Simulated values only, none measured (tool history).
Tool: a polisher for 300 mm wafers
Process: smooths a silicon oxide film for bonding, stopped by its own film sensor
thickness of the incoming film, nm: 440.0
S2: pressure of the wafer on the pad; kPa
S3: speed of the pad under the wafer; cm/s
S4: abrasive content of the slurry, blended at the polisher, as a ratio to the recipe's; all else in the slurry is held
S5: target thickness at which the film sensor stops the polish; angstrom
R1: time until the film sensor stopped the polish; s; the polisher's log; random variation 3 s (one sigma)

run 1 day=0 | flow_of_slurry_(ml/min)=290 S2=11 S3=80 S4=1 S5=4010 | R1=87.884
run 2 day=0.283 | flow_of_slurry_(ml/min)=245 S2=11 S3=80 S4=1 S5=4010 | R1=92.854
run 3 day=0.492 | flow_of_slurry_(ml/min)=245 S2=11 S3=80 S4=1 S5=4010 | R1=91.423
run 4 day=0.533 | flow_of_slurry_(ml/min)=295 S2=11 S3=80 S4=1 S5=4010 | R1=87.852
run 5 day=0.742 | flow_of_slurry_(ml/min)=285 S2=9.7 S3=74 S4=1 S5=4010 | R1=108.03
run 6 day=1.092 | flow_of_slurry_(ml/min)=285 S2=9.7 S3=92 S4=1 S5=4010 | R1=90.664
run 7 day=1.283 | flow_of_slurry_(ml/min)=280 S2=9 S3=84 S4=1 S5=4010 | R1=103.57
run 8 day=1.362 | flow_of_slurry_(ml/min)=275 S2=8.3 S3=78 S4=1 S5=4010 | R1=121.1
run 9 day=1.408 | flow_of_slurry_(ml/min)=270 S2=7.6 S3=74 S4=1 S5=4010 | R1=139.64
run 10 day=1.542 | flow_of_slurry_(ml/min)=265 S2=6.9 S3=72 S4=1 S5=4010 | R1=153.68
run 11 day=1.596 | flow_of_slurry_(ml/min)=260 S2=4.8 S3=52 S4=0.95 S5=4010 | R1=290.58
run 12 day=1.775 | flow_of_slurry_(ml/min)=265 S2=4.8 S3=52 S4=0.95 S5=4010 | R1=285.87
run 13 day=1.996 | flow_of_slurry_(ml/min)=270 S2=7.6 S3=54 S4=0.95 S5=4010 | R1=183.14
-- day=2.354 head pressure recalibrated
run 14 day=2.354 | flow_of_slurry_(ml/min)=260 S2=7.6 S3=54 S4=0.95 S5=4010 | R1=195.07
run 15 day=2.517 | flow_of_slurry_(ml/min)=250 S2=7.6 S3=54 S4=0.95 S5=4010 | R1=198.65
run 16 day=2.621 | flow_of_slurry_(ml/min)=240 S2=7.6 S3=54 S4=0.95 S5=4010 | R1=196.71
run 17 day=2.804 | flow_of_slurry_(ml/min)=235 S2=7.6 S3=54 S4=0.95 S5=4010 | R1=193.38

The next listed run, before its measurement:
run 18 day=2.858 | flow_of_slurry_(ml/min)=235 S2=6.9 S3=54 S4=0.95 S5=4010 | R1=?

R1: 208.22 s

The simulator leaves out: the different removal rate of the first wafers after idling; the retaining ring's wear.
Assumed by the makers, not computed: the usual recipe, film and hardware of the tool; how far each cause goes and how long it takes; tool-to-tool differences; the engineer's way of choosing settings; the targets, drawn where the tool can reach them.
